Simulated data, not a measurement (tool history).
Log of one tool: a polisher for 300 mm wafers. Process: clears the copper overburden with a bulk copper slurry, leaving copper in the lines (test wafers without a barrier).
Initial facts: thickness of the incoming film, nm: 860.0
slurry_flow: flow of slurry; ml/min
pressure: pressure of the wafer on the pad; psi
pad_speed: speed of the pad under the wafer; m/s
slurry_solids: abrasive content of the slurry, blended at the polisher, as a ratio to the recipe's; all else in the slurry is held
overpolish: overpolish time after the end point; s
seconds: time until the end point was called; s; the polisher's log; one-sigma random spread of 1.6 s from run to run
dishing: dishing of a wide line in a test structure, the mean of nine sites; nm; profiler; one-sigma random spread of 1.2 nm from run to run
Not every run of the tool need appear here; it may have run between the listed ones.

run,hour,slurry_flow,pressure,pad_speed,slurry_solids,overpolish,seconds,dishing
1,0,295,2.5,1.06,1,23,120.01,64.841
2,2.3,265,2.5,1.06,1,23,120.07,65.939
3,8.7,330,2.5,1.06,1,23,117.1,69.053
4,15.2,320,2.2,1.06,1,27,132.27,68.756
5,16.3,315,2,1.06,1,29,144.67,64.711
6,21.5,315,2,1.06,0.8,29,153.81,64.005

What does the tool deliver on the next run?
# hour 25.7: slurry blender recalibrated
7,25.7,310,1.9,1.06,0.8,31,?,?

Logged for run 7: seconds 154.14 s, dishing 64.066 nm.
